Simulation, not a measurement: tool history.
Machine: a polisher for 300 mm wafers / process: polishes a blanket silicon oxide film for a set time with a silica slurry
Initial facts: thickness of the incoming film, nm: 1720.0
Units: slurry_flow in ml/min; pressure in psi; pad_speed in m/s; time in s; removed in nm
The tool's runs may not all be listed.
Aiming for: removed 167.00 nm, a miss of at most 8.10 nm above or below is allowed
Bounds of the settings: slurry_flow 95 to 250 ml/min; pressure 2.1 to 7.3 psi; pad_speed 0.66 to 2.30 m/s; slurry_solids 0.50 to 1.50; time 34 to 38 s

run 1 day=0.000 | slurry_flow=160 pressure=4.7 pad_speed=1.46 slurry_solids=1.00 time=38 | removed=201.69
run 2 day=0.050 | slurry_flow=160 pressure=4.6 pad_speed=1.46 slurry_solids=1.00 time=38 | removed=204.57
run 3 day=0.250 | slurry_flow=160 pressure=5.7 pad_speed=1.46 slurry_solids=1.00 time=38 | removed=245.29
run 4 day=0.558 | slurry_flow=160 pressure=5.7 pad_speed=1.46 slurry_solids=1.15 time=38 | removed=257.27
run 5 day=0.604 | slurry_flow=160 pressure=6.3 pad_speed=1.46 slurry_solids=1.15 time=38 | removed=284.29
run 6 day=0.642 | slurry_flow=125 pressure=6.3 pad_speed=1.46 slurry_solids=1.15 time=38 | removed=271.12
run 7 day=0.850 | slurry_flow=125 pressure=5.9 pad_speed=1.44 slurry_solids=1.15 time=38 | removed=252.83
run 8 day=1.167 | slurry_flow=125 pressure=5.6 pad_speed=1.42 slurry_solids=1.15 time=38 | removed=240.13
run 9 day=1.362 | slurry_flow=125 pressure=5.3 pad_speed=1.40 slurry_solids=1.15 time=38 | removed=224.82
run 10 day=1.525 | slurry_flow=125 pressure=5.0 pad_speed=1.38 slurry_solids=1.15 time=38 | removed=205.67

Of the 4 settings listed for the next run, only one would bring every result within its allowed miss of target. Which one?
run A day=1.688 | slurry_flow=125 pressure=4.7 pad_speed=1.04 slurry_solids=1.15 time=34 | removed=?
run B day=1.688 | slurry_flow=100 pressure=5.1 pad_speed=1.28 slurry_solids=1.10 time=38 | removed=?
run C day=1.688 | slurry_flow=120 pressure=4.5 pad_speed=1.28 slurry_solids=1.00 time=34 | removed=?
run D day=1.688 | slurry_flow=140 pressure=4.7 pad_speed=1.14 slurry_solids=0.95 time=38 | removed=?

move=A removed=144.34
move=B removed=188.24
move=C removed=153.61
move=D removed=166.82
A: moves the result that the last run missed by most past its target, out the other side
B: nearer than the last run, and not there yet
C: moves the result that the last run missed by most past its target, out the other side
D: all results in spec
Move D is the one to make.
